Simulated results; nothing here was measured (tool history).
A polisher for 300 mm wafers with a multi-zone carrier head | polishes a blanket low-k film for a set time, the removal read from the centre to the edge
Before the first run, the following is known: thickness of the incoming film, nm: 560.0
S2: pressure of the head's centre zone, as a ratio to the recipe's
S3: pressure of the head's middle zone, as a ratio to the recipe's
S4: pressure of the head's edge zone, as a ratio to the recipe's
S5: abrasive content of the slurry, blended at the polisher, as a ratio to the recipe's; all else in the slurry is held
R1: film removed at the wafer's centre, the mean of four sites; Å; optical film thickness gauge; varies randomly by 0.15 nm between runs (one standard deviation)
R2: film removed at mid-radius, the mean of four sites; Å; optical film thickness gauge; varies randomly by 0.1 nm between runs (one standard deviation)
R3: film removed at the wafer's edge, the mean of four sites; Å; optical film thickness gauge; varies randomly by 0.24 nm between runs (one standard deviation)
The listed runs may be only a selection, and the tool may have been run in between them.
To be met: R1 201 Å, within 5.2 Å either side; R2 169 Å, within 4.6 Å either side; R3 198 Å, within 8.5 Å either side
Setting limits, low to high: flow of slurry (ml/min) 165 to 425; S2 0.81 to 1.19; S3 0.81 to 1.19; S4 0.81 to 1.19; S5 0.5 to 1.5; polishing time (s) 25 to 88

Run 1, hour 0: flow of slurry (ml/min) 275, S2 1, S3 1, S4 1, S5 1, polishing time (s) 56. Result: R1 235.55 Å, R2 239.54 Å, R3 242.65 Å.
Run 2, hour 1.9: flow of slurry (ml/min) 270, S2 1, S3 0.97, S4 0.99, S5 0.95, polishing time (s) 56. Result: R1 230.99 Å, R2 226.67 Å, R3 236.08 Å.
Run 3, hour 10.3: flow of slurry (ml/min) 270, S2 1, S3 0.94, S4 0.99, S5 0.95, polishing time (s) 56. Result: R1 233.24 Å, R2 222.93 Å, R3 235.42 Å.
Run 4, hour 11.1: flow of slurry (ml/min) 270, S2 1, S3 0.94, S4 0.99, S5 1.15, polishing time (s) 56. Result: R1 255.76 Å, R2 242.22 Å, R3 256.93 Å.
Run 5, hour 17.6: flow of slurry (ml/min) 270, S2 1, S3 0.94, S4 0.99, S5 1.15, polishing time (s) 64. Result: R1 288.59 Å, R2 279.09 Å, R3 298.25 Å.
Run 6, hour 21.7: flow of slurry (ml/min) 265, S2 1, S3 0.92, S4 0.99, S5 1.05, polishing time (s) 63. Result: R1 274.44 Å, R2 254.72 Å, R3 279.6 Å.
Run 7, hour 28.9: flow of slurry (ml/min) 260, S2 0.99, S3 0.9, S4 0.98, S5 0.95, polishing time (s) 63. Result: R1 255.81 Å, R2 237.66 Å, R3 258.74 Å.
Run 8, hour 33.8: flow of slurry (ml/min) 250, S2 0.99, S3 0.89, S4 0.98, S5 0.9, polishing time (s) 63. Result: R1 250.22 Å, R2 227.12 Å, R3 246.98 Å.
Run 9, hour 38.4: flow of slurry (ml/min) 240, S2 0.99, S3 0.88, S4 0.99, S5 0.85, polishing time (s) 63. Result: R1 236.1 Å, R2 218.82 Å, R3 247.31 Å.
Run 10, hour 42.1: flow of slurry (ml/min) 235, S2 1, S3 0.87, S4 0.98, S5 0.8, polishing time (s) 63. Result: R1 226.63 Å, R2 205.37 Å, R3 235.62 Å.
Run 11, hour 47.8: flow of slurry (ml/min) 190, S2 1.02, S3 0.81, S4 0.88, S5 0.65, polishing time (s) 63. Result: R1 198.09 Å, R2 165.49 Å, R3 189.31 Å.
Run 12, hour 53.1: flow of slurry (ml/min) 195, S2 1.02, S3 0.81, S4 0.89, S5 0.65, polishing time (s) 63. Result: R1 194.93 Å, R2 164.28 Å, R3 188.64 Å.

Below are 5 possible settings for the next run. Only one of them brings all results inside the allowed miss of their targets. Which is it?
Run A, hour 58.4: flow of slurry (ml/min) 200, S2 1.06, S3 0.89, S4 0.81, S5 0.7, polishing time (s) 59. Result: R1 ?, R2 ?, R3 ?.
Run B, hour 58.4: flow of slurry (ml/min) 175, S2 1.03, S3 0.82, S4 0.95, S5 0.7, polishing time (s) 61. Result: R1 ?, R2 ?, R3 ?.
Run C, hour 58.4: flow of slurry (ml/min) 345, S2 0.96, S3 0.82, S4 0.9, S5 0.65, polishing time (s) 61. Result: R1 ?, R2 ?, R3 ?.
Run D, hour 58.4: flow of slurry (ml/min) 205, S2 1.02, S3 0.84, S4 0.95, S5 0.65, polishing time (s) 60. Result: R1 ?, R2 ?, R3 ?.
Run E, hour 58.4: flow of slurry (ml/min) 175, S2 1.07, S3 0.82, S4 0.84, S5 0.7, polishing time (s) 59. Result: R1 ?, R2 ?, R3 ?.

move      R1      R2      R3
   A  204.64  177.08  176.54
   B  202.18  168.72  194.31
   C  190.83  169.81  187.68
   D  189.62  162.64   182.8
   E  203.21  163.18  177.66
A: corrects the largest miss of the last run, while another result sits out of spec
B: all results in spec
C: lands further from the targets than the last run did
D: lands further from the targets than the last run did
E: corrects the largest miss of the last run, while another result sits out of spec
B meets every target.

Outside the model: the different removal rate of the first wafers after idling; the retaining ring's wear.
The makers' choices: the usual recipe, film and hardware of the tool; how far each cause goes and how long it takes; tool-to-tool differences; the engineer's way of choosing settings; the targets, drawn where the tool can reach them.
